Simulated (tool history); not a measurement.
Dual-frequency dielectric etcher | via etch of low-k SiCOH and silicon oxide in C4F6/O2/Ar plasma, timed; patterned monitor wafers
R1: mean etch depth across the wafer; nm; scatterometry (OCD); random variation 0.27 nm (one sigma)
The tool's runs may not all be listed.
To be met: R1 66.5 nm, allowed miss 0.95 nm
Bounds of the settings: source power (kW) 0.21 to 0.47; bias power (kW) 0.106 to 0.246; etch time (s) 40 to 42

{"run": 1, "hour": 0.0, "source power (kW)": 0.34, "bias power (kW)": 0.176, "etch time (s)": 40, "R1": 83.365}
{"run": 2, "hour": 0.9, "source power (kW)": 0.3, "bias power (kW)": 0.162, "etch time (s)": 40, "R1": 77.094}
{"run": 3, "hour": 2.2, "source power (kW)": 0.27, "bias power (kW)": 0.156, "etch time (s)": 40, "R1": 73.351}
{"run": 4, "hour": 4.0, "source power (kW)": 0.31, "bias power (kW)": 0.156, "etch time (s)": 40, "R1": 77.934}
{"run": 5, "hour": 7.5, "source power (kW)": 0.31, "bias power (kW)": 0.139, "etch time (s)": 40, "R1": 75.704}
{"run": 6, "hour": 11.5, "source power (kW)": 0.31, "bias power (kW)": 0.139, "etch time (s)": 42, "R1": 79.571}
{"run": 7, "hour": 17.7, "source power (kW)": 0.28, "bias power (kW)": 0.13, "etch time (s)": 42, "R1": 74.956}
{"run": 8, "hour": 20.0, "source power (kW)": 0.26, "bias power (kW)": 0.126, "etch time (s)": 42, "R1": 72.405}
{"run": 9, "hour": 22.9, "source power (kW)": 0.25, "bias power (kW)": 0.123, "etch time (s)": 42, "R1": 71.286}
{"run": 10, "hour": 27.7, "source power (kW)": 0.21, "bias power (kW)": 0.106, "etch time (s)": 42, "R1": 63.591}
{"run": 11, "hour": 35.8, "source power (kW)": 0.22, "bias power (kW)": 0.106, "etch time (s)": 42, "R1": 65.289}

Which of these 4 next moves meets every target?
{"run": "A", "hour": 43.9, "source power (kW)": 0.21, "bias power (kW)": 0.106, "etch time (s)": 41, "R1": "?"}
{"run": "B", "hour": 43.9, "source power (kW)": 0.23, "bias power (kW)": 0.106, "etch time (s)": 40, "R1": "?"}
{"run": "C", "hour": 43.9, "source power (kW)": 0.23, "bias power (kW)": 0.131, "etch time (s)": 40.5, "R1": "?"}
{"run": "D", "hour": 43.9, "source power (kW)": 0.22, "bias power (kW)": 0.106, "etch time (s)": 41.5, "R1": "?"}

move=A R1=61.921
move=B R1=62.988
move=C R1=66.353
move=D R1=64.034
A: further off than the last run
B: further off than the last run
C: meets every target
D: further off than the last run
Move C is the one to make.
